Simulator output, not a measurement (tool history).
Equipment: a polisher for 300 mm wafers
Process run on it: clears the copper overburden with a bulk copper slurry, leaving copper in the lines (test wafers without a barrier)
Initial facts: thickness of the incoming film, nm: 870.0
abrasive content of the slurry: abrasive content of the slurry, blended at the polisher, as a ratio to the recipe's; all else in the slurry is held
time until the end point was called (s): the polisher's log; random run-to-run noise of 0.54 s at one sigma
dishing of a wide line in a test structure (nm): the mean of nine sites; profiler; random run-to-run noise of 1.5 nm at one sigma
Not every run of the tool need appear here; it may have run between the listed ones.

run	hour	flow of slurry (ml/min)	pressure of the wafer on the pad (kPa)	speed of the pad under the wafer (cm/s)	abrasive content of the slurry	overpolish time after the end point (s)	time until the end point was called (s)	dishing of a wide line in a test structure (nm)
1	0.0	210	14.5	132	1.00	15	84.986	73.033
2	1.4	210	14.5	132	0.80	15	89.325	71.112
3	4.4	215	16.5	132	0.80	15	78.093	79.465
4	7.7	220	18.6	134	0.80	15	67.482	86.701
5	8.5	220	18.6	134	0.95	15	65.881	87.210
6	14.1	220	20.7	134	0.95	15	58.331	93.601

Estimate the outcome of run 7 from the log above:
7	21.7	220	20.7	134	0.95	15	?	?

Run 7 came out at time until the end point was called (s) 59.828, dishing of a wide line in a test structure (nm) 95.390.

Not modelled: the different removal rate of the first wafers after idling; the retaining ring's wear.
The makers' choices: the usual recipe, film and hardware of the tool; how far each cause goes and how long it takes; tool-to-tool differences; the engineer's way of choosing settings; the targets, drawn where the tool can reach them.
